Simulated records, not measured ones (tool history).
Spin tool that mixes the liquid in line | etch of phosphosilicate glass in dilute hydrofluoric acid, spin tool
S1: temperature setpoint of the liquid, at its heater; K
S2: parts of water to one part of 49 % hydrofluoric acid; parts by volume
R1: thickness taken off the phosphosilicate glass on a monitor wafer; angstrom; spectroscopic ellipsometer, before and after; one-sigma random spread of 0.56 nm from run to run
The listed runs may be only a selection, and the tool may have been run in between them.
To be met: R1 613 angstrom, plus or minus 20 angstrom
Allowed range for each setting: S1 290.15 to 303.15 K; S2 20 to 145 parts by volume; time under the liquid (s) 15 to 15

Run 1, day 0: S1 295.15 K, S2 80 parts by volume, time under the liquid (s) 15. Result: R1 264.36 angstrom.
Run 2, day 0.171: S1 295.15 K, S2 105 parts by volume, time under the liquid (s) 15. Result: R1 194.73 angstrom.
Run 3, day 0.492: S1 296.15 K, S2 95 parts by volume, time under the liquid (s) 15. Result: R1 230.48 angstrom.
Run 4, day 0.592: S1 296.15 K, S2 95 parts by volume, time under the liquid (s) 15. Result: R1 226.02 angstrom.
Run 5, day 0.775: S1 297.15 K, S2 85 parts by volume, time under the liquid (s) 15. Result: R1 264.36 angstrom.
Run 6, day 1.133: S1 298.15 K, S2 75 parts by volume, time under the liquid (s) 15. Result: R1 320.57 angstrom.
Run 7, day 1.421: S1 298.65 K, S2 70 parts by volume, time under the liquid (s) 15. Result: R1 349.01 angstrom.
Run 8, day 1.488: S1 299.15 K, S2 65 parts by volume, time under the liquid (s) 15. Result: R1 384.77 angstrom.
Run 9, day 1.792: S1 299.65 K, S2 60 parts by volume, time under the liquid (s) 15. Result: R1 429.11 angstrom.
Run 10, day 1.933: S1 300.15 K, S2 60 parts by volume, time under the liquid (s) 15. Result: R1 439.89 angstrom.
Run 11, day 2.304: S1 303.15 K, S2 40 parts by volume, time under the liquid (s) 15. Result: R1 769.45 angstrom.
Run 12, day 2.675: S1 302.65 K, S2 40 parts by volume, time under the liquid (s) 15. Result: R1 747.02 angstrom.

5 candidate next runs follow, results not yet known. Just one meets every target within its allowed miss. Identify it.
Run A, day 3.046: S1 299.65 K, S2 40 parts by volume, time under the liquid (s) 15. Result: R1 ?.
Run B, day 3.046: S1 303.15 K, S2 50 parts by volume, time under the liquid (s) 15. Result: R1 ?.
Run C, day 3.046: S1 296.15 K, S2 40 parts by volume, time under the liquid (s) 15. Result: R1 ?.
Run D, day 3.046: S1 299.15 K, S2 40 parts by volume, time under the liquid (s) 15. Result: R1 ?.
Run E, day 3.046: S1 301.65 K, S2 50 parts by volume, time under the liquid (s) 15. Result: R1 ?.

move      R1
   A  664.38
   B  602.32
   C  575.06
   D  650.97
   E  567.69
A: gains on the last run, yet a result remains outside its allowed miss
B: hits every target within its allowed miss
C: the result that was furthest off in the last run now lies on the other side of its target
D: gains on the last run, yet a result remains outside its allowed miss
E: the result that was furthest off in the last run now lies on the other side of its target
Go with B: it meets all targets.
